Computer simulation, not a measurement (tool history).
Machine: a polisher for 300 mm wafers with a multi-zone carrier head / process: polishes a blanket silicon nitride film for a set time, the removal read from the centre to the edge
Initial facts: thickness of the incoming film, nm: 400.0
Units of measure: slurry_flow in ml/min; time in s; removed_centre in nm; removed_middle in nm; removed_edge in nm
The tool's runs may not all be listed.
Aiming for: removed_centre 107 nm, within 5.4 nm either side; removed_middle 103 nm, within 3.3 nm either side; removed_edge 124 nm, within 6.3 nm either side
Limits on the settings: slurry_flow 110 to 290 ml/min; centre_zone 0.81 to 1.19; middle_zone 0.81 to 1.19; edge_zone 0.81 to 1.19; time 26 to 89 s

run	hour	slurry_flow	centre_zone	middle_zone	edge_zone	time	removed_centre	removed_middle	removed_edge
1	0	185	1	1	1	57	156.96	151.78	151.72
2	8.7	180	0.99	0.98	1	56	148.69	143.51	148.73
3	12	175	0.98	0.97	0.99	55	144.49	140.21	143.98
4	19.1	170	0.97	0.95	0.99	54	139.55	134.71	145.18
5	20.6	170	0.97	1.01	0.99	54	138.65	142.78	143.89
6	28.8	170	0.97	1.01	0.99	67	177.4	175.93	175.55
7	31.6	165	0.96	0.99	0.99	65	164.47	168.03	170.41
8	32.5	165	0.96	0.97	0.99	63	159.22	158.63	168.01
9	39	140	0.88	0.87	0.92	47	110.6	107.25	115.25
10	41.1	140	0.88	0.87	0.93	47	108.67	107.1	117.38
11	44.9	140	0.88	0.87	0.94	47	112.18	107.48	118.4
12	50.8	140	0.87	0.87	0.95	47	109.02	108.49	115.52

Exactly one of the 5 candidate moves below puts every result within its allowed miss. Which one?
A	56.7	130	0.81	0.85	1.02	49	?	?	?
B	56.7	110	0.82	0.81	0.98	50	?	?	?
C	56.7	190	0.88	0.99	0.81	43	?	?	?
D	56.7	135	0.91	0.85	0.82	49	?	?	?
E	56.7	120	0.87	0.99	0.99	43	?	?	?

move	removed_centre	removed_middle	removed_edge
A	106.27	108.48	127.74
B	104.54	103.11	124.53
C	106.25	113.33	105.69
D	115.49	109.33	116.12
E	95.693	104	108.96
A: roughly where the last run was
B: meets every target
C: its largest miss is bigger than the last run's
D: its largest miss is bigger than the last run's
E: brings the result that was furthest off to its target, and leaves another outside
Correct choice: B, which meets every target
